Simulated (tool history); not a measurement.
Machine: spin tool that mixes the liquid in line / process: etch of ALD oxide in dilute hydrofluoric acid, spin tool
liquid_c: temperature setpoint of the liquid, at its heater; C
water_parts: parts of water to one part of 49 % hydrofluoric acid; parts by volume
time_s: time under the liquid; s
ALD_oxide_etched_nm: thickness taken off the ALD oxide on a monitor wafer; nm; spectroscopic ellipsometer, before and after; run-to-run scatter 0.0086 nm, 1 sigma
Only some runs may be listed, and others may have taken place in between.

run 1 hour=0 | liquid_c=21 water_parts=295 time_s=40 | ALD_oxide_etched_nm=1.9155
run 2 hour=1.4 | liquid_c=21 water_parts=295 time_s=40 | ALD_oxide_etched_nm=1.914
run 3 hour=3.4 | liquid_c=20.5 water_parts=310 time_s=40 | ALD_oxide_etched_nm=1.7557
run 4 hour=4.6 | liquid_c=20 water_parts=325 time_s=40 | ALD_oxide_etched_nm=1.6464
run 5 hour=9.6 | liquid_c=19.5 water_parts=340 time_s=40 | ALD_oxide_etched_nm=1.514
run 6 hour=16.5 | liquid_c=19 water_parts=350 time_s=40 | ALD_oxide_etched_nm=1.4244

Run 7, settings as shown, results not yet in. Your forecast:
run 7 hour=23.5 | liquid_c=19 water_parts=350 time_s=40 | ALD_oxide_etched_nm=?

ALD_oxide_etched_nm: 1.4582 nm
